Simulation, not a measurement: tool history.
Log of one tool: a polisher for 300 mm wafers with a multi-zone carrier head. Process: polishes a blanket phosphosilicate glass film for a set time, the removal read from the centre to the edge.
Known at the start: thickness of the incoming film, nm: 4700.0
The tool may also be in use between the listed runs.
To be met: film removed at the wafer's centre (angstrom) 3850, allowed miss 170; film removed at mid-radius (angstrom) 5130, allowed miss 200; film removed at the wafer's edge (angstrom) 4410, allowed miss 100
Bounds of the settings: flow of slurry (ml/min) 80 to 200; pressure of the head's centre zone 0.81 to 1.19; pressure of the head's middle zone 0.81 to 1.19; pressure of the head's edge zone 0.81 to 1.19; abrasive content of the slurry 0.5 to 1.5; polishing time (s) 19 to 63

run,day,flow of slurry (ml/min),pressure of the head's centre zone,pressure of the head's middle zone,pressure of the head's edge zone,abrasive content of the slurry,polishing time (s),film removed at the wafer's centre (angstrom),film removed at mid-radius (angstrom),film removed at the wafer's edge (angstrom)
1,0,130,1,1,1,1,41,5052.9,5093.2,4989.7
2,0.262,130,1,1,0.97,1,41,5203.6,5069.3,4942.5
3,0.333,125,0.97,1.03,0.96,1,41,4915.1,5133.4,4919.8
4,0.5,120,0.95,1.06,0.94,1,41,4826.8,5191.4,4776.1
5,0.812,115,0.92,1.08,0.94,1,41,4519.8,5339.4,4766.8
6,1.104,115,0.92,1.05,0.94,1,41,4585.5,5186.2,4703.9
7,1.317,110,0.9,1.05,0.94,1,41,4545.1,5163.6,4666.7
8,1.342,85,0.81,1.15,1.03,0.85,41,3342.5,4739.1,4280.2
9,1.529,120,0.87,1.16,1,0.85,41,4135.7,5322.4,4518.3
10,1.704,115,0.87,1.16,1,0.85,41,4016.4,5200.7,4571.5
11,2.017,115,0.87,1.16,0.99,0.85,41,3984.1,5171.1,4480.9

Which of these 4 next moves meets every target?
A,2.329,130,0.87,1.12,1.07,0.85,40,?,?,?
B,2.329,125,0.86,1.17,1.01,0.9,40,?,?,?
C,2.329,120,0.83,1.14,0.97,0.9,39,?,?,?
D,2.329,95,0.81,1.17,1.06,0.8,45,?,?,?

move,film removed at the wafer's centre (angstrom),film removed at mid-radius (angstrom),film removed at the wafer's edge (angstrom)
A,4082.1,5183.3,4638
B,4097.1,5467.6,4589.3
C,3814.9,5159.5,4358.1
D,3762.5,5380.8,4744.9
A: further off than the last run
B: further off than the last run
C: meets every target
D: brings the result that was furthest off to its target, and leaves another outside
The right move is C.

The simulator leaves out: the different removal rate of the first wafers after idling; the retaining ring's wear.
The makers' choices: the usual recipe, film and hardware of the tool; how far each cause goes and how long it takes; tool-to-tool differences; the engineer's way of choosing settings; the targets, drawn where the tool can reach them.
